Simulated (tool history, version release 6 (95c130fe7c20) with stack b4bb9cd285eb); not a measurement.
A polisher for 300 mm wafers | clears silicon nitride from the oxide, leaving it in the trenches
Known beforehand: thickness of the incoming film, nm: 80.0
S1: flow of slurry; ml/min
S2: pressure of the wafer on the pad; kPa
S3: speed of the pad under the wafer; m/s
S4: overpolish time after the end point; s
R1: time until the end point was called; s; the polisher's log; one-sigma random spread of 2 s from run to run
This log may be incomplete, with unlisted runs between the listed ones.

run	day	S1	S2	S3	S4	R1
1	0.000	155	18.6	1.26	26	88.635
2	0.025	140	18.6	1.26	26	91.165
3	0.371	140	18.6	1.50	26	76.517
4	0.458	140	22.1	1.50	26	64.655
5	0.625	140	22.1	1.38	26	70.308
6	0.846	160	22.1	1.38	26	67.351
7	1.175	155	20.0	1.36	26	76.580

For run 8, what comes out?
8	1.275	150	18.6	1.34	26	?

Run 8 gave R1 85.789 s.
